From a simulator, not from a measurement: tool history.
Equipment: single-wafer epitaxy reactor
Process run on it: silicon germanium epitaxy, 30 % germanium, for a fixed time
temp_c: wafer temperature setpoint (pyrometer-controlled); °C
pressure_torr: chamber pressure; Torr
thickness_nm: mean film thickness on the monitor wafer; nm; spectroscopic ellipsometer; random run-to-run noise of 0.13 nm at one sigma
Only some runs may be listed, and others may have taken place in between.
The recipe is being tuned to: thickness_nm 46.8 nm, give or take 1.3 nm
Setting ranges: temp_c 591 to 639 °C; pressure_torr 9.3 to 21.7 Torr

run 1 hour=0 | temp_c=615 pressure_torr=15.5 | thickness_nm=69.558
run 2 hour=8.8 | temp_c=615 pressure_torr=13.2 | thickness_nm=64.936
run 3 hour=11.5 | temp_c=611 pressure_torr=13.1 | thickness_nm=60.966
run 4 hour=12.4 | temp_c=608 pressure_torr=13 | thickness_nm=57.597
run 5 hour=20.3 | temp_c=606 pressure_torr=12.9 | thickness_nm=55.523
run 6 hour=28.9 | temp_c=606 pressure_torr=14.6 | thickness_nm=58.188
run 7 hour=36.5 | temp_c=603 pressure_torr=14.5 | thickness_nm=55.231
run 8 hour=41.2 | temp_c=601 pressure_torr=14.4 | thickness_nm=53.277
run 9 hour=41.8 | temp_c=599 pressure_torr=14.4 | thickness_nm=51.704
run 10 hour=46 | temp_c=598 pressure_torr=14.4 | thickness_nm=50.798
run 11 hour=52.5 | temp_c=597 pressure_torr=14.4 | thickness_nm=49.981
run 12 hour=53.5 | temp_c=596 pressure_torr=14.4 | thickness_nm=48.987
run 13 hour=57.1 | temp_c=595 pressure_torr=14.4 | thickness_nm=48.244
run 14 hour=64.4 | temp_c=595 pressure_torr=14.4 | thickness_nm=48.171

5 next moves are on the table. One of them brings every result within its allowed miss. Which?
run A hour=71.7 | temp_c=591 pressure_torr=14 | thickness_nm=?
run B hour=71.7 | temp_c=591 pressure_torr=18.6 | thickness_nm=?
run C hour=71.7 | temp_c=594 pressure_torr=11.3 | thickness_nm=?
run D hour=71.7 | temp_c=598 pressure_torr=13.7 | thickness_nm=?
run E hour=71.7 | temp_c=593 pressure_torr=14.9 | thickness_nm=?

move=A thickness_nm=44.647
move=B thickness_nm=50.168
move=C thickness_nm=43.03
move=D thickness_nm=49.897
move=E thickness_nm=47.414
A: carries the result that was furthest off beyond its target, to the other side
B: the biggest miss grows against the last run
C: carries the result that was furthest off beyond its target, to the other side
D: the biggest miss grows against the last run
E: all results land within tolerance of their targets
E is the move that brings every result within its allowed miss.

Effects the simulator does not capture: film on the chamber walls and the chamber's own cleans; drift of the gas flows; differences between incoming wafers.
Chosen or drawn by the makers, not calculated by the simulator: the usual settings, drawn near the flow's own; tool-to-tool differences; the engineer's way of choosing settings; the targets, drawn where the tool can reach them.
